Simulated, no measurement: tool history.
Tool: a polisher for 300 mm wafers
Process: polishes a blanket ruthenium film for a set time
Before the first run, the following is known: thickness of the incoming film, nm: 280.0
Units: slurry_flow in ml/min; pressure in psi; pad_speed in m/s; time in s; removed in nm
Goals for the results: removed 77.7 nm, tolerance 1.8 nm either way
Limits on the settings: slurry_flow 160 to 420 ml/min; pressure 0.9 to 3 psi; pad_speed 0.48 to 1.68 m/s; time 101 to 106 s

run  hour  slurry_flow  pressure  pad_speed  time  removed
  1     0          270       1.9       1.08   101   96.672
  2     3          265       1.8       1.08   101   92.876
  3   6.4          265       1.7       1.08   101   87.639
  4  12.1          310       1.7       1.08   101   89.818
  5  17.5          285       1.7       1.08   101   88.657
  6  25.8          270       1.6       1.08   101   83.684
  7  29.8          260       1.6       1.08   101   85.313
  8  35.3          260       1.5       1.08   101   79.604

Pick the move, out of 5, that brings all results within their allowed miss; only one does.
  A  40.8          320       1.5        1.1   101        ?
  B  40.8          205       1.5       1.12   103        ?
  C  40.8          260       1.6        1.1   101        ?
  D  40.8          275       1.5       1.02   103        ?
  E  40.8          285       1.8       0.94   103        ?

move  removed
   A   82.256
   B   81.938
   C    85.31
   D   76.999
   E   83.224
A: misses by more than the last run did
B: misses by more than the last run did
C: misses by more than the last run did
D: every result within its allowed miss
E: misses by more than the last run did
Go with D: it meets all targets.
